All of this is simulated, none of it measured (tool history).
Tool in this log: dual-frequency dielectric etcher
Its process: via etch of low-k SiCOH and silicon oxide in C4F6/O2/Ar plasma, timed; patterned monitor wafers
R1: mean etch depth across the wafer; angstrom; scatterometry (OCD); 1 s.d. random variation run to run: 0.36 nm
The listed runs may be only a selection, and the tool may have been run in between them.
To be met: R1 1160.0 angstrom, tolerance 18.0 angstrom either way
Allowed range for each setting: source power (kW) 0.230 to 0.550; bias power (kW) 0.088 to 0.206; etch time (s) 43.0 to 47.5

{"run": 1, "hour": 0.0, "source power (kW)": 0.39, "bias power (kW)": 0.147, "etch time (s)": 47.5, "R1": 1383.2}
{"run": 2, "hour": 0.6, "source power (kW)": 0.39, "bias power (kW)": 0.147, "etch time (s)": 43.0, "R1": 1249.9}
{"run": 3, "hour": 6.5, "source power (kW)": 0.37, "bias power (kW)": 0.146, "etch time (s)": 43.0, "R1": 1226.3}
{"run": 4, "hour": 13.1, "source power (kW)": 0.44, "bias power (kW)": 0.146, "etch time (s)": 43.0, "R1": 1312.6}
{"run": 5, "hour": 15.7, "source power (kW)": 0.44, "bias power (kW)": 0.146, "etch time (s)": 43.0, "R1": 1305.0}
{"run": 6, "hour": 17.7, "source power (kW)": 0.44, "bias power (kW)": 0.127, "etch time (s)": 43.0, "R1": 1246.0}
{"run": 7, "hour": 19.3, "source power (kW)": 0.42, "bias power (kW)": 0.126, "etch time (s)": 43.0, "R1": 1214.8}
{"run": 8, "hour": 21.2, "source power (kW)": 0.41, "bias power (kW)": 0.126, "etch time (s)": 43.0, "R1": 1210.4}
{"run": 9, "hour": 27.1, "source power (kW)": 0.4, "bias power (kW)": 0.125, "etch time (s)": 43.0, "R1": 1194.5}
{"run": 10, "hour": 28.7, "source power (kW)": 0.39, "bias power (kW)": 0.125, "etch time (s)": 43.0, "R1": 1184.2}

Next run, 4 choices. One meets every target within its allowed miss, the rest don't. Which?
{"run": "A", "hour": 30.3, "source power (kW)": 0.47, "bias power (kW)": 0.104, "etch time (s)": 43.5, "R1": "?"}
{"run": "B", "hour": 30.3, "source power (kW)": 0.34, "bias power (kW)": 0.125, "etch time (s)": 45.5, "R1": "?"}
{"run": "C", "hour": 30.3, "source power (kW)": 0.37, "bias power (kW)": 0.111, "etch time (s)": 46.5, "R1": "?"}
{"run": "D", "hour": 30.3, "source power (kW)": 0.43, "bias power (kW)": 0.109, "etch time (s)": 43.0, "R1": "?"}

move=A R1=1193.6
move=B R1=1194.4
move=C R1=1202.9
move=D R1=1162.9
A: its largest miss is bigger than the last run's
B: its largest miss is bigger than the last run's
C: its largest miss is bigger than the last run's
D: each result inside its tolerance
The move that meets every target is D.

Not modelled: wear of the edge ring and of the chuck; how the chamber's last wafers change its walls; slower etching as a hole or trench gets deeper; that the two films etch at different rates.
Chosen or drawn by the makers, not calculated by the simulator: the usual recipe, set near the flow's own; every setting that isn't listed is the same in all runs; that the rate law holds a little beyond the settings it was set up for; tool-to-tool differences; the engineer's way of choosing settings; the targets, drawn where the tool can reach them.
